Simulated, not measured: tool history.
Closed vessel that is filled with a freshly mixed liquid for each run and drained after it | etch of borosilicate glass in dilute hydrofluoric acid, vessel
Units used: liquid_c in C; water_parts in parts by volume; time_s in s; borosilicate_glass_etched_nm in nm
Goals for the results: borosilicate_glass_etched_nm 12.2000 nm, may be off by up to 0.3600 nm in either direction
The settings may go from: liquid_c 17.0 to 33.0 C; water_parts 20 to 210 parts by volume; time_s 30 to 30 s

run 1 hour=0.0 | liquid_c=25.0 water_parts=115 time_s=30 | borosilicate_glass_etched_nm=7.0187
run 2 hour=1.4 | liquid_c=26.5 water_parts=110 time_s=30 | borosilicate_glass_etched_nm=7.8135
run 3 hour=10.1 | liquid_c=27.5 water_parts=105 time_s=30 | borosilicate_glass_etched_nm=8.5166
run 4 hour=13.0 | liquid_c=24.5 water_parts=105 time_s=30 | borosilicate_glass_etched_nm=7.6581
run 5 hour=21.0 | liquid_c=26.0 water_parts=100 time_s=30 | borosilicate_glass_etched_nm=8.5154
run 6 hour=23.9 | liquid_c=27.0 water_parts=100 time_s=30 | borosilicate_glass_etched_nm=8.8096
run 7 hour=31.4 | liquid_c=28.0 water_parts=100 time_s=30 | borosilicate_glass_etched_nm=9.2057
run 8 hour=34.7 | liquid_c=29.0 water_parts=100 time_s=30 | borosilicate_glass_etched_nm=9.5290
run 9 hour=43.3 | liquid_c=33.0 water_parts=85 time_s=30 | borosilicate_glass_etched_nm=13.3880
run 10 hour=49.3 | liquid_c=32.5 water_parts=85 time_s=30 | borosilicate_glass_etched_nm=13.1260
run 11 hour=53.5 | liquid_c=32.0 water_parts=85 time_s=30 | borosilicate_glass_etched_nm=12.9220

Consider the 5 candidate settings below. Which is the only one whose results all fall within their allowed miss of target?
run A hour=57.7 | liquid_c=33.0 water_parts=75 time_s=30 | borosilicate_glass_etched_nm=?
run B hour=57.7 | liquid_c=30.0 water_parts=75 time_s=30 | borosilicate_glass_etched_nm=?
run C hour=57.7 | liquid_c=32.5 water_parts=90 time_s=30 | borosilicate_glass_etched_nm=?
run D hour=57.7 | liquid_c=32.5 water_parts=95 time_s=30 | borosilicate_glass_etched_nm=?
run E hour=57.7 | liquid_c=33.0 water_parts=85 time_s=30 | borosilicate_glass_etched_nm=?

move=A borosilicate_glass_etched_nm=15.3760
move=B borosilicate_glass_etched_nm=13.7260
move=C borosilicate_glass_etched_nm=12.2880
move=D borosilicate_glass_etched_nm=11.5540
move=E borosilicate_glass_etched_nm=13.3560
A: moves away from the targets compared with the last run
B: moves away from the targets compared with the last run
C: meets every target
D: carries the result that was furthest off beyond its target, to the other side
E: moves away from the targets compared with the last run
C meets every target.
